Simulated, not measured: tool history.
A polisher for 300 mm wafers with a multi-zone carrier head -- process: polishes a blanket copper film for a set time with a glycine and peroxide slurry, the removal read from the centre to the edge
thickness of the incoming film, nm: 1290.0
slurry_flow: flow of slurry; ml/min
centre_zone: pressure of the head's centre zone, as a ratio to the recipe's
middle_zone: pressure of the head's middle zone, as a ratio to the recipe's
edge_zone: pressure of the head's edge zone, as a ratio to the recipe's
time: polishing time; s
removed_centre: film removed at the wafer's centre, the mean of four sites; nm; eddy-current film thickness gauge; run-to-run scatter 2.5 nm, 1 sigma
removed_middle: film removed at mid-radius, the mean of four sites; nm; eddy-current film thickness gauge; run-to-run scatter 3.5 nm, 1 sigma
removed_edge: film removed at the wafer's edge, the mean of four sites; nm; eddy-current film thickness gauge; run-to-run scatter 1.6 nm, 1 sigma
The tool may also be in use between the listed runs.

| run | hour | slurry_flow | centre_zone | middle_zone | edge_zone | time | removed_centre | removed_middle | removed_edge |
|---|---|---|---|---|---|---|---|---|---|
| 1 | 0 | 310 | 1 | 1 | 1 | 31 | 148.77 | 146.36 | 147.65 |
| 2 | 7.7 | 310 | 1 | 1 | 1.06 | 31 | 146.48 | 152.67 | 150.45 |
| 3 | 11.1 | 375 | 1 | 1 | 1.06 | 31 | 150.04 | 155.17 | 151.25 |
| 4 | 16.8 | 375 | 1 | 1.01 | 1.07 | 32 | 154.52 | 163.45 | 156.43 |
| 5 | 22.8 | 375 | 1 | 1.01 | 1.07 | 36 | 174.09 | 181.07 | 175.87 |
| 6 | 31.1 | 375 | 1 | 1.02 | 1.08 | 37 | 182.81 | 183.84 | 182.91 |
| 7 | 38 | 380 | 0.99 | 1.04 | 1.09 | 38 | 181.85 | 194.14 | 187.95 |
| 8 | 41.6 | 385 | 0.99 | 1.05 | 1.1 | 38 | 183.16 | 197.38 | 193 |

What does the tool deliver on the next run?
| 9 | 44.1 | 390 | 0.99 | 1.06 | 1.1 | 38 | ? | ? | ? |

{"run 9": {"removed_centre": 185.14, "removed_middle": 200.28, "removed_edge": 188.49}}
